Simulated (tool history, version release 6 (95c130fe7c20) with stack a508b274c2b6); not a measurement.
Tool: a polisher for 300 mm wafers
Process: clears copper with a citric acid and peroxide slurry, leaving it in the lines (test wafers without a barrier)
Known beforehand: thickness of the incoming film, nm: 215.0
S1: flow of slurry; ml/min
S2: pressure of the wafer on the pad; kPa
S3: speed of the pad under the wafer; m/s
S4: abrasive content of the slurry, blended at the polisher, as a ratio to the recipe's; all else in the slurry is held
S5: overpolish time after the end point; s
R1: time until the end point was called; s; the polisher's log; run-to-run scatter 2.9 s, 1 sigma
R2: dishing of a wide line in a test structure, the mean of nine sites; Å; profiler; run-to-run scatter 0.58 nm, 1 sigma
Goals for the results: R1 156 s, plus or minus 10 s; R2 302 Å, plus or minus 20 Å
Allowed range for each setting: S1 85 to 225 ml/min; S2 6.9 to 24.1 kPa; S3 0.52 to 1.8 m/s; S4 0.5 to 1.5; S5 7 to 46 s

Run 1, hour 0: S1 145 ml/min, S2 15.2 kPa, S3 1.16 m/s, S4 1, S5 24 s. Result: R1 100.42 s, R2 295.74 Å.
Run 2, hour 7.6: S1 145 ml/min, S2 13.8 kPa, S3 1.14 m/s, S4 1, S5 27 s. Result: R1 109.34 s, R2 296.81 Å.
Run 3, hour 10: S1 145 ml/min, S2 13.8 kPa, S3 1.14 m/s, S4 0.8, S5 27 s. Result: R1 116.81 s, R2 280.96 Å.
Run 4, hour 18.9: S1 145 ml/min, S2 12.4 kPa, S3 1.12 m/s, S4 0.8, S5 30 s. Result: R1 130.06 s, R2 276.64 Å.
Run 5, hour 21.2: S1 145 ml/min, S2 11.7 kPa, S3 1.1 m/s, S4 0.8, S5 32 s. Result: R1 144.85 s, R2 277.34 Å.
Run 6, hour 28.8: S1 145 ml/min, S2 11.7 kPa, S3 1.1 m/s, S4 0.8, S5 33 s. Result: R1 143.88 s, R2 279.53 Å.
Run 7, hour 31: S1 145 ml/min, S2 11.7 kPa, S3 1.1 m/s, S4 0.8, S5 34 s. Result: R1 137.71 s, R2 295.27 Å.
Run 8, hour 36.3: S1 140 ml/min, S2 9.7 kPa, S3 1.08 m/s, S4 0.8, S5 39 s. Result: R1 173.92 s, R2 278.16 Å.
Run 9, hour 39.2: S1 145 ml/min, S2 9.7 kPa, S3 1.08 m/s, S4 0.8, S5 39 s. Result: R1 171.5 s, R2 277.43 Å.

Which of these 4 next moves meets every target?
Run A, hour 42.1: S1 155 ml/min, S2 9 kPa, S3 1.04 m/s, S4 0.8, S5 36 s. Result: R1 ?, R2 ?.
Run B, hour 42.1: S1 180 ml/min, S2 13.8 kPa, S3 0.86 m/s, S4 0.6, S5 29 s. Result: R1 ?, R2 ?.
Run C, hour 42.1: S1 130 ml/min, S2 11.7 kPa, S3 0.98 m/s, S4 0.9, S5 39 s. Result: R1 ?, R2 ?.
Run D, hour 42.1: S1 155 ml/min, S2 9 kPa, S3 1.2 m/s, S4 0.7, S5 30 s. Result: R1 ?, R2 ?.

move      R1      R2
   A  193.43  236.55
   B  163.17  233.18
   C  157.83  295.67
   D  178.15   218.8
A: further off than the last run
B: the worst result of the last run now meets its target, but another is out of spec
C: all results land within tolerance of their targets
D: further off than the last run
The right move is C.

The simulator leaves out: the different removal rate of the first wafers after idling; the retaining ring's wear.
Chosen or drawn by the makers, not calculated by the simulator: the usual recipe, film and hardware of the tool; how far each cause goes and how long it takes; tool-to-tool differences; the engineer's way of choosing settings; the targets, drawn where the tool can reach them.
